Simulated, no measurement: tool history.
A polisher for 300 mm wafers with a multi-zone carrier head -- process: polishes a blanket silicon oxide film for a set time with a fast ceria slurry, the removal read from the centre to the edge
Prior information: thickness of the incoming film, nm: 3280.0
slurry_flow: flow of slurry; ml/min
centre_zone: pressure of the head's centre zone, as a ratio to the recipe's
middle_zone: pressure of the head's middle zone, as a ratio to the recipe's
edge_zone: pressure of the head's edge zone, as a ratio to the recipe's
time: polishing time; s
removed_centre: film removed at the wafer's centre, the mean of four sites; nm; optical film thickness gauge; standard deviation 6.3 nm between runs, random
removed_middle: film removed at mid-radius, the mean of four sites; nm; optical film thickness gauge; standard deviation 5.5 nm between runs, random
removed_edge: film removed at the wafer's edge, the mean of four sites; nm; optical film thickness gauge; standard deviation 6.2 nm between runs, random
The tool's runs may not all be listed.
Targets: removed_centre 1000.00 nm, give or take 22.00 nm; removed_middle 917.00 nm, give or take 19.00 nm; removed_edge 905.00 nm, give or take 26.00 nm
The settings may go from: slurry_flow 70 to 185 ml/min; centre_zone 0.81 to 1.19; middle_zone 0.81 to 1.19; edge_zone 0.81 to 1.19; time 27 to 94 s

run,hour,slurry_flow,centre_zone,middle_zone,edge_zone,time,removed_centre,removed_middle,removed_edge
1,0.0,120,1.00,1.00,1.00,60,1107.60,1119.80,1118.00
2,3.8,90,1.00,1.00,1.00,60,1053.80,1064.60,1062.30
3,10.1,90,1.00,0.99,0.98,60,1039.30,1061.40,1060.60
4,14.4,70,1.00,0.99,0.98,60,978.42,1003.40,1033.50
5,19.1,70,1.00,0.99,0.90,60,1001.50,1001.00,996.97
6,21.1,70,1.00,0.99,0.90,69,1129.20,1161.40,1147.80
7,26.4,75,1.00,0.98,0.89,67,1134.00,1123.70,1107.40
8,27.0,80,1.00,0.97,0.88,65,1113.20,1106.20,1086.20

Consider the 5 candidate settings below. Which is the only one whose results all fall within their allowed miss of target?
A,27.6,85,1.15,1.00,0.97,47,?,?,?
B,27.6,110,1.07,1.09,0.81,61,?,?,?
C,27.6,100,1.02,0.95,0.83,56,?,?,?
D,27.6,115,1.11,1.01,0.83,48,?,?,?
E,27.6,75,1.14,1.03,0.99,52,?,?,?

move,removed_centre,removed_middle,removed_edge
A,924.20,823.89,824.29
B,1182.00,1209.80,1028.10
C,1012.10,971.43,942.93
D,973.54,899.21,822.11
E,983.97,911.02,904.03
A: pushes the last run's worst result past its target
B: moves away from the targets compared with the last run
C: an improvement on the last run, though not all results are within tolerance
D: meets the target for the result that was furthest off, but another lies outside its allowed miss
E: each result inside its tolerance
Go with E: it meets all targets.
